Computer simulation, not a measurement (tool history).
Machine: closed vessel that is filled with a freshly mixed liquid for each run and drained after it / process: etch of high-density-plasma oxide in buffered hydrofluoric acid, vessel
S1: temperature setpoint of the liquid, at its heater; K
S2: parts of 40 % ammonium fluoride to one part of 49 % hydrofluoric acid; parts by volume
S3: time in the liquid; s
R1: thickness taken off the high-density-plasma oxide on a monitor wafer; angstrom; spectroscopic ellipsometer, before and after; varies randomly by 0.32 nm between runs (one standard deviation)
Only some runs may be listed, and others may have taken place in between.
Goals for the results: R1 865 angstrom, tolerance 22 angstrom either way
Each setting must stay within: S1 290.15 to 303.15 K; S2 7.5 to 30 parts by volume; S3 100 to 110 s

run	hour	S1	S2	S3	R1
1	0	295.15	20.5	100	543.06
2	3.1	295.15	24.5	100	480.97
3	11.7	296.65	23.5	100	535.23
4	15.9	297.65	22.5	100	585.49
5	23.6	297.65	22.5	110	646.71
6	31.5	294.65	22.5	110	547.91
7	36	296.15	22.5	110	593.89
8	41.4	297.15	22.5	110	625.12

Of the 5 settings listed for the next run, only one would bring every result within its allowed miss of target. Which one?
A	46.8	300.15	22	105	?
B	46.8	296.65	16.5	110	?
C	46.8	296.15	25	100	?
D	46.8	294.15	12	100	?
E	46.8	298.65	18.5	110	?

move	R1
A	713.96
B	798.12
C	500.75
D	863.9
E	795.2
A: moves toward the targets from the last run without getting all of them in spec
B: moves toward the targets from the last run without getting all of them in spec
C: its largest miss is bigger than the last run's
D: each result inside its tolerance
E: moves toward the targets from the last run without getting all of them in spec
So the answer is move D, the one that meets all the targets.
